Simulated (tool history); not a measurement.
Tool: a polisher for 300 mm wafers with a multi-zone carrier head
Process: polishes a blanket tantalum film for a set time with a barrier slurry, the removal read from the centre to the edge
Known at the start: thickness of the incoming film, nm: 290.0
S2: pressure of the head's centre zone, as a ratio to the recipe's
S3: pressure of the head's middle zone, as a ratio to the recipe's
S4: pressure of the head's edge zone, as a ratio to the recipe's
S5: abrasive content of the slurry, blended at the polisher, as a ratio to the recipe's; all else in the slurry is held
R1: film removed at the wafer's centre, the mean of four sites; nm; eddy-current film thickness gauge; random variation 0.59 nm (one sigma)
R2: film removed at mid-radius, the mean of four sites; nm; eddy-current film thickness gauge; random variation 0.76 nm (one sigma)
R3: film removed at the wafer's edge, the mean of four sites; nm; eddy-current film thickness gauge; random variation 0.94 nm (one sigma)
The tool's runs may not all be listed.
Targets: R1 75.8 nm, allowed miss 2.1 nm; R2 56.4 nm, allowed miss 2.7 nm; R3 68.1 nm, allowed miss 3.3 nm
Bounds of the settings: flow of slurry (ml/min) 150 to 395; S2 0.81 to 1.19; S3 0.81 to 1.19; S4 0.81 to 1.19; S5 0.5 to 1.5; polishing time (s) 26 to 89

{"run": 1, "hour": 0.0, "flow of slurry (ml/min)": 250, "S2": 1, "S3": 1, "S4": 1, "S5": 1, "polishing time (s)": 57, "R1": 74.879, "R2": 73.305, "R3": 74.559}
{"run": 2, "hour": 5.6, "flow of slurry (ml/min)": 205, "S2": 1, "S3": 1, "S4": 1, "S5": 1, "polishing time (s)": 57, "R1": 72.796, "R2": 73.872, "R3": 73.224}
{"run": 3, "hour": 9.3, "flow of slurry (ml/min)": 205, "S2": 1, "S3": 1, "S4": 1, "S5": 1.2, "polishing time (s)": 57, "R1": 77.333, "R2": 77.748, "R3": 78.012}
{"run": 4, "hour": 17.3, "flow of slurry (ml/min)": 205, "S2": 1, "S3": 1, "S4": 0.96, "S5": 1.2, "polishing time (s)": 57, "R1": 77.666, "R2": 78.379, "R3": 77.027}
{"run": 5, "hour": 25.2, "flow of slurry (ml/min)": 205, "S2": 1, "S3": 1, "S4": 0.96, "S5": 1.05, "polishing time (s)": 57, "R1": 75.245, "R2": 74.903, "R3": 72.771}
{"run": 6, "hour": 29.6, "flow of slurry (ml/min)": 265, "S2": 1, "S3": 1, "S4": 0.96, "S5": 1.05, "polishing time (s)": 57, "R1": 78.019, "R2": 75.743, "R3": 75.398}
{"run": 7, "hour": 36.4, "flow of slurry (ml/min)": 290, "S2": 1.09, "S3": 0.9, "S4": 0.98, "S5": 0.8, "polishing time (s)": 55, "R1": 73.925, "R2": 61.768, "R3": 67.196}
{"run": 8, "hour": 40.9, "flow of slurry (ml/min)": 290, "S2": 1.09, "S3": 0.9, "S4": 0.98, "S5": 0.8, "polishing time (s)": 55, "R1": 72.883, "R2": 62.123, "R3": 67.314}
{"run": 9, "hour": 42.4, "flow of slurry (ml/min)": 300, "S2": 1.11, "S3": 0.87, "S4": 1, "S5": 0.8, "polishing time (s)": 55, "R1": 75.421, "R2": 59.493, "R3": 66.995}

5 next moves are on the table. One of them brings every result within its allowed miss. Which?
{"run": "A", "hour": 43.9, "flow of slurry (ml/min)": 310, "S2": 1.06, "S3": 0.94, "S4": 0.99, "S5": 0.8, "polishing time (s)": 56, "R1": "?", "R2": "?", "R3": "?"}
{"run": "B", "hour": 43.9, "flow of slurry (ml/min)": 215, "S2": 1.12, "S3": 1, "S4": 0.82, "S5": 0.85, "polishing time (s)": 56, "R1": "?", "R2": "?", "R3": "?"}
{"run": "C", "hour": 43.9, "flow of slurry (ml/min)": 260, "S2": 1.1, "S3": 0.91, "S4": 1.02, "S5": 0.75, "polishing time (s)": 58, "R1": "?", "R2": "?", "R3": "?"}
{"run": "D", "hour": 43.9, "flow of slurry (ml/min)": 270, "S2": 1.15, "S3": 0.84, "S4": 1.08, "S5": 1.05, "polishing time (s)": 49, "R1": "?", "R2": "?", "R3": "?"}
{"run": "E", "hour": 43.9, "flow of slurry (ml/min)": 375, "S2": 1.12, "S3": 0.91, "S4": 0.93, "S5": 0.8, "polishing time (s)": 56, "R1": "?", "R2": "?", "R3": "?"}

move=A R1=74.71 R2=65.023 R3=68.916
move=B R1=77.211 R2=67.277 R3=62.98
move=C R1=76.165 R2=62.288 R3=69.137
move=D R1=77.764 R2=56.903 R3=69.339
move=E R1=80.449 R2=64.357 R3=67.901
A: further off than the last run
B: further off than the last run
C: further off than the last run
D: meets every target
E: further off than the last run
The right move is D.

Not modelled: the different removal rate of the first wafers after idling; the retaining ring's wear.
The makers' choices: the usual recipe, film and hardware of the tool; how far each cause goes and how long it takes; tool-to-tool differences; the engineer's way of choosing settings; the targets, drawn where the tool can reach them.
